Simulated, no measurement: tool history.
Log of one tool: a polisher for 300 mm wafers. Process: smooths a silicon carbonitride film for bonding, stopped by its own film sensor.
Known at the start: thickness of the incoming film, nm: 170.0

| run | hour | flow of slurry (ml/min) | pressure of the wafer on the pad (kPa) | speed of the pad under the wafer (m/s) | abrasive content of the slurry | target thickness at which the film sensor stops the polish (Å) | time until the film sensor stopped the polish (s) |
|---|---|---|---|---|---|---|---|
| 1 | 0.0 | 270 | 17.9 | 0.74 | 1.0 | 1600 | 43.151 |
| 2 | 1.5 | 270 | 16.5 | 0.74 | 1.0 | 1600 | 45.307 |
| 3 | 3.3 | 270 | 20.0 | 0.80 | 1.0 | 1600 | 37.225 |
| 4 | 6.8 | 270 | 20.0 | 0.62 | 1.0 | 1600 | 45.538 |
| 5 | 13.1 | 270 | 16.5 | 0.62 | 1.0 | 1600 | 52.399 |
| 6 | 17.3 | 270 | 20.0 | 0.74 | 1.0 | 1600 | 39.431 |
|  | 20.4 | slurry nozzle cleaned |
| 7 | 20.4 | 270 | 22.1 | 0.82 | 1.0 | 1600 | 32.517 |
| 8 | 25.9 | 270 | 26.9 | 0.94 | 1.0 | 1600 | 25.672 |

Run 9 comes next. What will it give?
| 9 | 33.6 | 270 | 26.9 | 0.98 | 1.0 | 1600 | ? |

Run 9 gave time until the film sensor stopped the polish (s) 24.429.

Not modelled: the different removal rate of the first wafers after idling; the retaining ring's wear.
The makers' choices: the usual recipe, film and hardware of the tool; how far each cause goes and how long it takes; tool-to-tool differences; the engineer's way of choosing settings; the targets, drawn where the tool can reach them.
